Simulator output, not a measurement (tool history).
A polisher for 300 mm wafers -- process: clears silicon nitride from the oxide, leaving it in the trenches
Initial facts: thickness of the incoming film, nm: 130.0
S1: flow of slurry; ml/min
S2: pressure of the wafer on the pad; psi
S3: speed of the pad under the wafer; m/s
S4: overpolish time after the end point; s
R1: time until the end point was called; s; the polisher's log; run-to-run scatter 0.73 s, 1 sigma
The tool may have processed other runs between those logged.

Run 1, hour 0: S1 160 ml/min, S2 3.3 psi, S3 1.02 m/s, S4 4 s. Result: R1 141.6 s.
Run 2, hour 0.9: S1 160 ml/min, S2 2.6 psi, S3 1.02 m/s, S4 4 s. Result: R1 169.62 s.
Run 3, hour 6.2: S1 170 ml/min, S2 3.3 psi, S3 1.02 m/s, S4 4 s. Result: R1 138.46 s.
Run 4, hour 11.9: S1 185 ml/min, S2 3.7 psi, S3 1.02 m/s, S4 4 s. Result: R1 126.33 s.
Run 5, hour 19: S1 185 ml/min, S2 4.1 psi, S3 1.02 m/s, S4 4 s. Result: R1 113.86 s.
Run 6, hour 23.1: S1 185 ml/min, S2 4.4 psi, S3 1.02 m/s, S4 4 s. Result: R1 107.63 s.
Run 7, hour 24.3: S1 190 ml/min, S2 4.6 psi, S3 1.02 m/s, S4 4 s. Result: R1 103.3 s.

What will run 8 give?
Run 8, hour 32.9: S1 190 ml/min, S2 4.8 psi, S3 1.02 m/s, S4 4 s. Result: R1 ?.

For run 8 the tool returned R1 100.81 s.
